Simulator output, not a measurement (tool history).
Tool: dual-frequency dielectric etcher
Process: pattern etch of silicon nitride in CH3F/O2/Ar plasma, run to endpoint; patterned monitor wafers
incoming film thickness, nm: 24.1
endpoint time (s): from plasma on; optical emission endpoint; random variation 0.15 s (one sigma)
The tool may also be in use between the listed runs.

run 1 day=0 | source_power_(W)=350 bias_power_(W)=68 | endpoint_time_(s)=41.398
run 2 day=0.075 | source_power_(W)=390 bias_power_(W)=71 | endpoint_time_(s)=38.928
run 3 day=0.229 | source_power_(W)=340 bias_power_(W)=71 | endpoint_time_(s)=41.164
run 4 day=0.254 | source_power_(W)=340 bias_power_(W)=75 | endpoint_time_(s)=40.982
run 5 day=0.367 | source_power_(W)=380 bias_power_(W)=77 | endpoint_time_(s)=38.622
run 6 day=0.625 | source_power_(W)=340 bias_power_(W)=77 | endpoint_time_(s)=40.499
run 7 day=0.704 | source_power_(W)=380 bias_power_(W)=78 | endpoint_time_(s)=38.042
run 8 day=0.9 | source_power_(W)=380 bias_power_(W)=78 | endpoint_time_(s)=38.299

Run 9 comes next. What will it give?
run 9 day=1.008 | source_power_(W)=400 bias_power_(W)=79 | endpoint_time_(s)=?

endpoint time (s): 37.261
